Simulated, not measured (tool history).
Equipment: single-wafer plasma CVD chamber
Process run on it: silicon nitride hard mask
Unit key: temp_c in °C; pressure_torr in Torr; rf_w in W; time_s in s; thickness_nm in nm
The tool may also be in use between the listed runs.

run	day	temp_c	pressure_torr	rf_w	time_s	thickness_nm
1	0.000	400	1.58	235	47.4	46.346
2	0.358	400	1.58	235	48.8	47.822
3	0.412	400	1.58	220	48.8	45.001
4	0.662	400	1.58	220	48.8	45.139
5	1.017	400	1.81	220	48.8	46.855
6	1.354	400	1.81	220	47.4	45.518
7	1.696	400	1.87	230	47.5	47.785
8	1.996	400	1.92	235	47.6	49.122

The next listed run, before its measurement:
9	2.162	400	1.96	240	47.7	?

thickness_nm: 50.217 nm
